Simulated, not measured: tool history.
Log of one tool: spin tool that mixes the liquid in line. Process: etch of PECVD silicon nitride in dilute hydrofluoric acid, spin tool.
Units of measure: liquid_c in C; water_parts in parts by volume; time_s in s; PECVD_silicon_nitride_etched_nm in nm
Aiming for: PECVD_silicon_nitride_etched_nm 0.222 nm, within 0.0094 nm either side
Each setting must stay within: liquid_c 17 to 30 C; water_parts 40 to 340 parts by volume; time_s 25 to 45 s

run,day,liquid_c,water_parts,time_s,PECVD_silicon_nitride_etched_nm
1,0,22,190,45,0.4338
2,0.1,22,255,45,0.32908
3,0.221,22,255,25,0.18177
4,0.433,22,255,25,0.18274
5,0.546,22.5,255,25,0.18491
6,0.75,22.5,255,25,0.18687
7,0.8,22,250,25,0.18285
8,1.029,22.5,250,25,0.19235

Which single option among these 5 for the next run brings every result within its allowed miss of target? Just one does.
A,1.258,17,150,25,?
B,1.258,17.5,245,45,?
C,1.258,19.5,195,25,?
D,1.258,23.5,255,25,?
E,1.258,21.5,220,25,?

move,PECVD_silicon_nitride_etched_nm
A,0.21759
B,0.25186
C,0.19893
D,0.19649
E,0.20087
A: every result lands within tolerance
B: carries the result that was furthest off beyond its target, to the other side
C: an improvement on the last run, though not all results are within tolerance
D: an improvement on the last run, though not all results are within tolerance
E: an improvement on the last run, though not all results are within tolerance
Correct choice: A, which meets every target
